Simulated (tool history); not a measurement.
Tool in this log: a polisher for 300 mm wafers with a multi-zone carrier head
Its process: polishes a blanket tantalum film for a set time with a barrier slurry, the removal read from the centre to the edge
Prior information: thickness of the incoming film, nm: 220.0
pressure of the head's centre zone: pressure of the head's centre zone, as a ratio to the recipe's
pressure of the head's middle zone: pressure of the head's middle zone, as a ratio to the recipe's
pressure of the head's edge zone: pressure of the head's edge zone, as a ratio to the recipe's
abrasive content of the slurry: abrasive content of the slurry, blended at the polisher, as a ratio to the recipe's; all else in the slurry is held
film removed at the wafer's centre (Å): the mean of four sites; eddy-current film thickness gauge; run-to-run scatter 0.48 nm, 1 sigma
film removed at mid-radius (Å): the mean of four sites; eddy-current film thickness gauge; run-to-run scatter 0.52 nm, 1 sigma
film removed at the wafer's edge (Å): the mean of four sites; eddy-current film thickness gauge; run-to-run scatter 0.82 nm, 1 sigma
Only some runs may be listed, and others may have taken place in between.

run	day	flow of slurry (ml/min)	pressure of the head's centre zone	pressure of the head's middle zone	pressure of the head's edge zone	abrasive content of the slurry	polishing time (s)	film removed at the wafer's centre (Å)	film removed at mid-radius (Å)	film removed at the wafer's edge (Å)
1	0	300	1	1	1	1	35	686.5	657.92	682.82
2	0.1	300	1	1	1	0.9	35	669.09	637.5	664.96
3	0.312	300	0.99	0.97	0.97	0.8	35	646.39	602.71	628.87
4	0.608	295	0.97	0.94	0.95	0.75	35	627.75	581.55	608.21
5	0.696	295	1.01	0.94	0.95	0.75	35	645.1	579.5	630.02
6	0.754	360	1.01	0.94	0.95	0.75	35	652.95	592.48	617.68
7	1.033	360	0.99	0.91	0.94	0.7	35	644.75	575.69	602.46

What does the tool deliver on the next run?
8	1.079	350	0.97	0.89	0.94	0.65	35	?	?	?

Run 8 gave film removed at the wafer's centre (Å) 609.69, film removed at mid-radius (Å) 545.51, film removed at the wafer's edge (Å) 594.94.
